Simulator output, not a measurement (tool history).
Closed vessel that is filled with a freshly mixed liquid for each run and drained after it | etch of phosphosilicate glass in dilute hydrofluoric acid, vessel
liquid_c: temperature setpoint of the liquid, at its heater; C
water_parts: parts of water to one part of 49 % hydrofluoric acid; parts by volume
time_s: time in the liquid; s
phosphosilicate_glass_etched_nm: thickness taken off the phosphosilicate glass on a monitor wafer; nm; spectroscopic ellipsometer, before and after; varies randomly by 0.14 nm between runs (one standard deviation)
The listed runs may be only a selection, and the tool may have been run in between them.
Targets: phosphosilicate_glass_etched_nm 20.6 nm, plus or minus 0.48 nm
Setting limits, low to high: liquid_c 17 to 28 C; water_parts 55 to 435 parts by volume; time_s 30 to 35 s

run,day,liquid_c,water_parts,time_s,phosphosilicate_glass_etched_nm
1,0,20,245,35,11.789
2,0.042,20,245,30,9.9808
3,0.229,20,290,30,8.0901
4,0.433,21.5,265,30,9.5855
5,0.483,22.5,240,30,11.138
6,0.596,23.5,220,30,13.067
7,0.625,24.5,205,30,14.539
8,0.717,25,195,30,15.926
9,0.792,28,165,30,21.676
10,1.096,27.5,165,30,21.464
11,1.146,26,165,30,20.215

Which single option among these 4 for the next run brings every result within its allowed miss of target? Just one does.
A,1.196,25,185,35,?
B,1.196,25,165,30,?
C,1.196,26.5,165,30,?
D,1.196,28,205,35,?

move,phosphosilicate_glass_etched_nm
A,19.713
B,19.38
C,20.49
D,19.375
A: misses by more than the last run did
B: misses by more than the last run did
C: all results land within tolerance of their targets
D: misses by more than the last run did
So the answer is move C, the one that meets all the targets.
